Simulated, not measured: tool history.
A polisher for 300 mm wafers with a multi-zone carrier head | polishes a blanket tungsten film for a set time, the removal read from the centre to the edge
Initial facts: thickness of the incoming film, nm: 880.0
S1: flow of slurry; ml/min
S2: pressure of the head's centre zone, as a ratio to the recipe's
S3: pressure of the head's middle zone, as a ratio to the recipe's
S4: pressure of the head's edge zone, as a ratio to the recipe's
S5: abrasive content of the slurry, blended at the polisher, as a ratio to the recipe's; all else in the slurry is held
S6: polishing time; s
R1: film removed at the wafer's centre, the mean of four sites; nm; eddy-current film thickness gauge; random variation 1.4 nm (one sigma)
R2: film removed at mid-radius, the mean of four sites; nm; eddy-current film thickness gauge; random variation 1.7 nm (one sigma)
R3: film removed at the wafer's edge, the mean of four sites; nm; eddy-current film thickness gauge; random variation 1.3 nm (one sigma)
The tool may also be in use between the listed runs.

{"run": 1, "hour": 0.0, "S1": 130, "S2": 1.0, "S3": 1.0, "S4": 1.0, "S5": 1.0, "S6": 42, "R1": 203.33, "R2": 201.0, "R3": 198.54}
{"run": 2, "hour": 8.8, "S1": 130, "S2": 1.0, "S3": 1.05, "S4": 1.0, "S5": 1.0, "S6": 42, "R1": 202.9, "R2": 209.68, "R3": 196.6}
{"run": 3, "hour": 11.9, "S1": 120, "S2": 0.98, "S3": 1.03, "S4": 0.98, "S5": 0.95, "S6": 42, "R1": 189.12, "R2": 203.55, "R3": 195.16}
{"run": 4, "hour": 13.5, "S1": 115, "S2": 0.99, "S3": 1.01, "S4": 0.96, "S5": 0.9, "S6": 42, "R1": 190.32, "R2": 192.17, "R3": 188.58}
{"run": 5, "hour": 19.0, "S1": 105, "S2": 0.98, "S3": 1.01, "S4": 0.94, "S5": 0.9, "S6": 42, "R1": 187.92, "R2": 190.23, "R3": 182.44}
{"run": 6, "hour": 27.2, "S1": 100, "S2": 0.96, "S3": 1.0, "S4": 0.94, "S5": 0.9, "S6": 42, "R1": 177.77, "R2": 185.16, "R3": 184.4}
{"run": 7, "hour": 34.2, "S1": 95, "S2": 0.96, "S3": 1.0, "S4": 0.93, "S5": 0.9, "S6": 42, "R1": 177.17, "R2": 185.96, "R3": 182.0}

For run 8, what comes out?
{"run": 8, "hour": 38.1, "S1": 90, "S2": 0.96, "S3": 1.0, "S4": 0.93, "S5": 0.9, "S6": 42, "R1": "?", "R2": "?", "R3": "?"}

{"run 8": {"R1": 174.44, "R2": 180.52, "R3": 180.29}}

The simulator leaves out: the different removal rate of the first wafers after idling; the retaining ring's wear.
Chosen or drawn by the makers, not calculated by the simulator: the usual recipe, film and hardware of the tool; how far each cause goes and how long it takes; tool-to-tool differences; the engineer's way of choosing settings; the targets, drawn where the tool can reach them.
